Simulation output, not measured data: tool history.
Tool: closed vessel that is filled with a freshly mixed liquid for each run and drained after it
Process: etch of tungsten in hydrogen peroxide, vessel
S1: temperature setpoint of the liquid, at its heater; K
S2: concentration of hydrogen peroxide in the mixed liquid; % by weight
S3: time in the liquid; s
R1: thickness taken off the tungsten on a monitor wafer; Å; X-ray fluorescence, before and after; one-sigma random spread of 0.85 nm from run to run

{"run": 1, "hour": 0.0, "S1": 325.15, "S2": 17.5, "S3": 90, "R1": 1519.6}
{"run": 2, "hour": 3.3, "S1": 319.15, "S2": 17.5, "S3": 90, "R1": 1047.3}
{"run": 3, "hour": 11.0, "S1": 319.15, "S2": 17.5, "S3": 100, "R1": 1157.1}
{"run": 4, "hour": 15.2, "S1": 319.15, "S2": 21, "S3": 100, "R1": 1291.6}
{"run": 5, "hour": 23.8, "S1": 319.15, "S2": 24.5, "S3": 100, "R1": 1389.4}
{"run": 6, "hour": 27.7, "S1": 319.15, "S2": 21.5, "S3": 100, "R1": 1303.5}
{"run": 7, "hour": 29.2, "S1": 317.65, "S2": 21.5, "S3": 100, "R1": 1178.8}
{"run": 8, "hour": 37.2, "S1": 316.65, "S2": 21.5, "S3": 100, "R1": 1095.3}

Run 9 is up next; what results do you expect?
{"run": 9, "hour": 45.3, "S1": 316.15, "S2": 21.5, "S3": 100, "R1": "?"}

R1: 1069.9 Å
